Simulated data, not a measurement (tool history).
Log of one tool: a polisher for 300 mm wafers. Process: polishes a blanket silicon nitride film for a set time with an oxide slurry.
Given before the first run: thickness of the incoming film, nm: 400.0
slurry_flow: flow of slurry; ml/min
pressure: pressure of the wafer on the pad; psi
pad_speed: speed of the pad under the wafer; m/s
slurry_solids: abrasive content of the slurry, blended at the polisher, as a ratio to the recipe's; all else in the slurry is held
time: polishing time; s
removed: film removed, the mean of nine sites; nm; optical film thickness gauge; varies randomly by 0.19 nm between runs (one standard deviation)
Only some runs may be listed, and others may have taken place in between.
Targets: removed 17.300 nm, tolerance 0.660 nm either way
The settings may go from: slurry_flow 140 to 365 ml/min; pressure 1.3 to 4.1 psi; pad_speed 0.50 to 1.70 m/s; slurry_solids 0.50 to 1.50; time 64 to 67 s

run  hour  slurry_flow  pressure  pad_speed  slurry_solids  time  removed
  1   0.0          235       2.7       1.10           1.00    64   35.330
  2   9.0          235       2.7       0.88           1.00    64   29.939
  3  16.0          235       2.7       0.66           1.00    64   22.982
  4  19.7          210       2.7       0.66           1.00    64   23.403
  5  22.8          210       2.5       0.66           1.00    64   21.426
  6  26.8          265       2.5       0.66           1.00    64   22.005
  7  28.1          265       2.3       0.66           1.00    64   20.749
  8  32.1          265       2.2       0.66           1.00    64   20.049
  9  34.6          260       1.7       0.64           1.00    64   15.971
 10  37.0          265       1.8       0.64           1.00    64   16.525

Next run, 4 choices. One meets every target within its allowed miss, the rest don't. Which?
  A  39.4          265       1.6       0.74           0.85    64        ?
  B  39.4          215       1.5       0.76           0.95    65        ?
  C  39.4          325       1.6       0.62           1.25    67        ?
  D  39.4          300       1.5       0.60           1.20    67        ?

move  removed
   A   15.761
   B   15.936
   C   17.208
   D   15.578
A: the biggest miss grows against the last run
B: the biggest miss grows against the last run
C: all results land within tolerance of their targets
D: the biggest miss grows against the last run
Correct choice: C, which meets every target

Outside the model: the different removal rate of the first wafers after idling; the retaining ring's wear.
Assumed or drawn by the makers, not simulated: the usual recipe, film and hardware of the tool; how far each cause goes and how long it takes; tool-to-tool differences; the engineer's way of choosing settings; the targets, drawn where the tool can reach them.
